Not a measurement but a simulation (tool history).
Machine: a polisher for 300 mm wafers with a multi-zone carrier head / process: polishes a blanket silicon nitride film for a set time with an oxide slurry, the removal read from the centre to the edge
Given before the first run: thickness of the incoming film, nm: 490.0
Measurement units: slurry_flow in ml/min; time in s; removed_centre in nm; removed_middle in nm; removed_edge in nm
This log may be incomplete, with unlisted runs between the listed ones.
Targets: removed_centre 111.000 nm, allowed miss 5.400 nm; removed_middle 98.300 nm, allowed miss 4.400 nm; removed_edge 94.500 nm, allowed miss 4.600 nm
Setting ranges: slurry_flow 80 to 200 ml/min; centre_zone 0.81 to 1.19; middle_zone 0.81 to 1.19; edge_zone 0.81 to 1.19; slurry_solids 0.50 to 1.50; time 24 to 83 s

run,hour,slurry_flow,centre_zone,middle_zone,edge_zone,slurry_solids,time,removed_centre,removed_middle,removed_edge
1,0.0,130,1.00,1.00,1.00,1.00,53,67.174,64.475,64.292
2,4.6,130,1.00,1.05,1.00,1.00,53,65.476,68.407,66.492
3,10.3,140,1.03,1.05,1.01,1.10,53,74.853,73.653,70.476
4,11.2,145,1.05,1.06,1.04,1.15,53,79.007,74.641,73.870
5,12.0,145,1.05,1.06,1.04,1.05,53,73.176,74.542,69.218
6,17.9,145,1.05,1.14,1.04,1.05,53,74.070,77.982,69.715
7,20.6,150,1.06,1.14,1.05,1.15,53,78.127,83.207,74.448
8,23.0,155,1.08,1.13,1.06,1.20,53,82.011,83.693,76.749
9,26.6,155,1.08,1.13,1.06,1.20,53,83.530,83.624,76.230
10,30.3,155,1.09,1.13,1.07,1.25,53,85.789,85.014,79.806
11,38.7,160,1.11,1.13,1.07,1.30,53,88.006,89.559,79.615
12,43.7,150,1.19,1.03,1.11,1.50,61,113.300,97.518,99.185

Exercise: of the 4 proposed moves below, exactly one satisfies all targets within the stated allowed misses. Which move is it?
A,48.7,150,1.19,1.05,1.05,1.50,60,?,?,?
B,48.7,150,0.99,1.12,1.19,1.50,62,?,?,?
C,48.7,145,1.18,1.19,1.01,1.50,53,?,?,?
D,48.7,135,1.04,1.03,1.19,1.50,62,?,?,?

move,removed_centre,removed_middle,removed_edge
A,110.280,100.500,95.497
B,97.986,109.810,105.090
C,96.127,98.227,82.238
D,99.598,100.150,103.700
A: each result inside its tolerance
B: lands further from the targets than the last run did
C: moves the result that the last run missed by most past its target, out the other side
D: lands further from the targets than the last run did
The right move is A.

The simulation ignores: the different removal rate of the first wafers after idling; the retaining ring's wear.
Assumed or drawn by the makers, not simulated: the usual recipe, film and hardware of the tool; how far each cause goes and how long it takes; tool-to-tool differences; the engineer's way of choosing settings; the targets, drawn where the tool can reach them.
